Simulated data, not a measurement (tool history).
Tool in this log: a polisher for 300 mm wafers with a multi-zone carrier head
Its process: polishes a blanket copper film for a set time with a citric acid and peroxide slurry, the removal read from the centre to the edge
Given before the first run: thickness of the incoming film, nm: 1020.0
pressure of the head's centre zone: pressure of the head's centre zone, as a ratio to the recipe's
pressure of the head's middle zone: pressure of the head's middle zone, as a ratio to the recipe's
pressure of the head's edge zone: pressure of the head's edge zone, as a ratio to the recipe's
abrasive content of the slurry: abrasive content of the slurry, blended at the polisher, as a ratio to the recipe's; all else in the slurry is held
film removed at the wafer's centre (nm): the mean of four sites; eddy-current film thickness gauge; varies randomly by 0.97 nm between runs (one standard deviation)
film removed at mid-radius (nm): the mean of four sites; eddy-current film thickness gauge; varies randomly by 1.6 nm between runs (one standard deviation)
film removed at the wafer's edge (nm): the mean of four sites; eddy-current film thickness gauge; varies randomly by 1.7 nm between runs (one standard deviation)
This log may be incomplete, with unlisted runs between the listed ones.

| run | hour | flow of slurry (ml/min) | pressure of the head's centre zone | pressure of the head's middle zone | pressure of the head's edge zone | abrasive content of the slurry | polishing time (s) | film removed at the wafer's centre (nm) | film removed at mid-radius (nm) | film removed at the wafer's edge (nm) |
|---|---|---|---|---|---|---|---|---|---|---|
| 1 | 0 | 290 | 1 | 1 | 1 | 1 | 62 | 142.24 | 141.45 | 140.61 |
| 2 | 7.3 | 285 | 0.97 | 0.98 | 0.97 | 0.95 | 62 | 137.99 | 139.54 | 136.51 |
| 3 | 11.5 | 285 | 0.97 | 0.98 | 1.01 | 0.95 | 62 | 136.01 | 139.05 | 138.82 |
| 4 | 20.2 | 285 | 0.97 | 0.98 | 1.01 | 0.75 | 62 | 128.12 | 130.32 | 133.48 |
| 5 | 23.4 | 280 | 0.96 | 0.98 | 0.99 | 0.7 | 62 | 123.57 | 126.43 | 124.83 |
| 6 | 32.4 | 270 | 0.95 | 0.98 | 0.99 | 0.7 | 62 | 121.2 | 127.78 | 124.4 |
| 7 | 36.4 | 265 | 0.94 | 0.97 | 0.99 | 0.7 | 62 | 118.19 | 129.06 | 125.53 |

What will run 8 give?
| 8 | 39.7 | 265 | 0.94 | 0.96 | 0.99 | 0.7 | 62 | ? | ? | ? |

Run 8 measured film removed at the wafer's centre (nm) 120.61, film removed at mid-radius (nm) 124.61, film removed at the wafer's edge (nm) 125.51.
